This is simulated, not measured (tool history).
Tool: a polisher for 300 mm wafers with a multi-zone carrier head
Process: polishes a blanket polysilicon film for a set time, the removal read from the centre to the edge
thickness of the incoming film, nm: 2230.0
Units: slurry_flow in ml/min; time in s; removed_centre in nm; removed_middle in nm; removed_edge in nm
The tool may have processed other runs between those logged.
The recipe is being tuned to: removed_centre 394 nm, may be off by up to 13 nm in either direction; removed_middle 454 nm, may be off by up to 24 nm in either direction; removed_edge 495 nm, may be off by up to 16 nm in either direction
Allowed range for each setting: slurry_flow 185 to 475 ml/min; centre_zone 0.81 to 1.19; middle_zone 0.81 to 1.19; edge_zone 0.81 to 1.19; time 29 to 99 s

run,hour,slurry_flow,centre_zone,middle_zone,edge_zone,time,removed_centre,removed_middle,removed_edge
1,0,305,1,1,1,64,474.02,485.94,493.24
2,1.2,305,0.93,1,1,64,441.06,478.49,498.93
3,9,300,0.91,1,1,64,428.85,495.14,498.14
4,10.1,300,0.9,0.98,1,64,424.36,484.68,502.32
5,13.9,300,0.89,0.97,1,64,419.46,486.61,487.91
6,19.8,355,0.89,0.97,1,64,429.72,488.4,496.6
7,27.4,350,0.88,0.95,1.01,64,423.61,474.21,506.96
8,32,345,0.87,0.94,1.01,64,420.8,473.34,508.41
9,33.5,340,0.86,0.93,1.01,64,408.66,470.07,507.69
10,41.8,340,0.86,0.92,1.01,64,410.11,449.87,503.93

Pick the move, out of 4, that brings all results within their allowed miss; only one does.
A,50.1,340,0.82,0.87,1.01,69,?,?,?
B,50.1,415,0.87,0.83,0.94,67,?,?,?
C,50.1,280,0.87,0.95,1.08,62,?,?,?
D,50.1,320,0.89,0.82,1.02,66,?,?,?

move,removed_centre,removed_middle,removed_edge
A,413.89,480.7,540.55
B,434.08,458.32,513.72
C,386.71,451.94,494.3
D,427.24,437.98,517.63
A: the biggest miss grows against the last run
B: the biggest miss grows against the last run
C: all results land within tolerance of their targets
D: the biggest miss grows against the last run
Correct choice: C, which meets every target

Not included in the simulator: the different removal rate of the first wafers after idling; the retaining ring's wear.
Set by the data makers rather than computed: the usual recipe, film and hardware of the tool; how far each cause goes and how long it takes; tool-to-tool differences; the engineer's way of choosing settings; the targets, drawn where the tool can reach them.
